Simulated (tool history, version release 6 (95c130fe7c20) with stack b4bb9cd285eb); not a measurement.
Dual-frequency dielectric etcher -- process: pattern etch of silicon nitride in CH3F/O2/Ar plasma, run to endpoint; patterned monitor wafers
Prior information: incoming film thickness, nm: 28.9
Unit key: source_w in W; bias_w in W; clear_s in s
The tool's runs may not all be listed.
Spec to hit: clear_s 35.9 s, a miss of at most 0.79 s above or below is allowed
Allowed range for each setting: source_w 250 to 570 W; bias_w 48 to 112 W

{"run": 1, "day": 0.0, "source_w": 410, "bias_w": 80, "clear_s": 39.541}
{"run": 2, "day": 0.146, "source_w": 410, "bias_w": 73, "clear_s": 40.264}
{"run": 3, "day": 0.362, "source_w": 380, "bias_w": 73, "clear_s": 41.235}
{"run": 4, "day": 0.725, "source_w": 380, "bias_w": 79, "clear_s": 39.872}
{"run": 5, "day": 1.092, "source_w": 320, "bias_w": 79, "clear_s": 41.625}
{"run": 6, "day": 1.45, "source_w": 250, "bias_w": 79, "clear_s": 42.735}
{"run": 7, "day": 1.692, "source_w": 290, "bias_w": 84, "clear_s": 41.378}
{"run": 8, "day": 1.954, "source_w": 320, "bias_w": 88, "clear_s": 40.415}
{"run": 9, "day": 1.996, "source_w": 350, "bias_w": 92, "clear_s": 39.174}

Next run, 4 choices. One meets every target within its allowed miss, the rest don't. Which?
{"run": "A", "day": 2.038, "source_w": 500, "bias_w": 112, "clear_s": "?"}
{"run": "B", "day": 2.038, "source_w": 510, "bias_w": 112, "clear_s": "?"}
{"run": "C", "day": 2.038, "source_w": 550, "bias_w": 105, "clear_s": "?"}
{"run": "D", "day": 2.038, "source_w": 440, "bias_w": 104, "clear_s": "?"}

move=A clear_s=34.376
move=B clear_s=34.224
move=C clear_s=34.25
move=D clear_s=36.084
A: the result that was furthest off in the last run now lies on the other side of its target
B: the result that was furthest off in the last run now lies on the other side of its target
C: the result that was furthest off in the last run now lies on the other side of its target
D: all results land within tolerance of their targets
Answer: D
